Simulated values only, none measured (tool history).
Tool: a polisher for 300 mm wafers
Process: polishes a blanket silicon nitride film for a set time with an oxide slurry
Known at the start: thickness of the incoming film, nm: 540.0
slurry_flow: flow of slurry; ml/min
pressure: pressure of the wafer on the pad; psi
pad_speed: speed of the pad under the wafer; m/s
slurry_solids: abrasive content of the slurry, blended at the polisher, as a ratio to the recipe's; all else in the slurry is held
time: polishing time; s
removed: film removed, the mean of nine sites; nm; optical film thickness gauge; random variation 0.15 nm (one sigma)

run  hour  slurry_flow  pressure  pad_speed  slurry_solids  time  removed
  1   0.0          255       2.3       0.96            1.0    51   18.572
  2   6.9          255       2.3       1.18            1.0    51   21.604
  3   9.0          255       2.2       1.18            1.0    51   20.387
  4  11.2          305       2.2       1.18            1.0    51   21.274
  5  12.1          300       2.1       1.18            1.0    51   20.152
  6  17.9          300       2.1       1.18            0.9    51   18.865

Forecast run 7:
  7  18.6          300       2.1       1.18            0.9    51        ?

{"run 7": {"removed": 18.886}}
